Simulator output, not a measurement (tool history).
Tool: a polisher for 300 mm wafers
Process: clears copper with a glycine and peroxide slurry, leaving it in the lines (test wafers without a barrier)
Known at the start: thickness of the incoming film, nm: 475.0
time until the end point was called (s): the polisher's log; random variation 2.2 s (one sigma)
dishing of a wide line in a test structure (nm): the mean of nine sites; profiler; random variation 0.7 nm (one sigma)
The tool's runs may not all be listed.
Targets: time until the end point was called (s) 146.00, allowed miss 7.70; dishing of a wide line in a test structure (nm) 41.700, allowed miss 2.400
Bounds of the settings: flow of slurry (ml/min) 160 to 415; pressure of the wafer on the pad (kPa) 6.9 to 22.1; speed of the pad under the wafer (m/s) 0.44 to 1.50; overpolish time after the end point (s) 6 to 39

run	hour	flow of slurry (ml/min)	pressure of the wafer on the pad (kPa)	speed of the pad under the wafer (m/s)	overpolish time after the end point (s)	time until the end point was called (s)	dishing of a wide line in a test structure (nm)
1	0.0	265	14.5	0.96	20	115.53	40.539
2	3.6	265	13.1	0.94	22	120.26	41.536
3	10.1	265	15.2	0.94	22	112.39	44.141
4	18.3	265	13.8	0.90	23	119.65	42.089
5	20.5	265	12.4	0.88	25	126.01	43.520
6	21.5	265	13.8	0.88	25	121.03	43.772
7	30.4	265	12.4	0.86	26	126.26	43.814
8	35.0	265	11.0	0.84	27	136.23	43.867
9	38.1	265	11.0	0.84	27	136.97	44.288

Which of these 5 next moves meets every target?
A	41.2	320	13.8	0.76	20	?	?
B	41.2	320	11.0	0.92	24	?	?
C	41.2	210	13.1	0.64	26	?	?
D	41.2	225	8.3	0.76	28	?	?
E	41.2	240	9.0	0.70	33	?	?

move	time until the end point was called (s)	dishing of a wide line in a test structure (nm)
A	127.70	38.344
B	129.48	42.149
C	145.60	41.939
D	160.98	41.113
E	160.44	45.506
A: further off than the last run
B: further off than the last run
C: meets every target
D: takes the result that was furthest off past its target
E: takes the result that was furthest off past its target
Answer: C
